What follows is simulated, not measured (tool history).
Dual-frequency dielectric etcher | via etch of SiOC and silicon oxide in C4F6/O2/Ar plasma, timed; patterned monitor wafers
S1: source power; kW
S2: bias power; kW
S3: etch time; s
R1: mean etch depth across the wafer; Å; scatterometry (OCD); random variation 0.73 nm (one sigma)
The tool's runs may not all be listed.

run	hour	S1	S2	S3	R1
1	0.0	0.310	0.195	110.0	1125.9
2	4.7	0.330	0.199	110.0	1154.6
3	12.0	0.350	0.205	110.0	1193.9
4	18.3	0.360	0.209	110.0	1221.4
5	22.9	0.370	0.211	110.0	1240.5
6	30.9	0.310	0.211	110.0	1134.3
7	39.5	0.330	0.214	110.0	1184.2

Forecast run 8:
8	43.2	0.390	0.222	110.0	?

Run 8 gave R1 1298.7 Å.
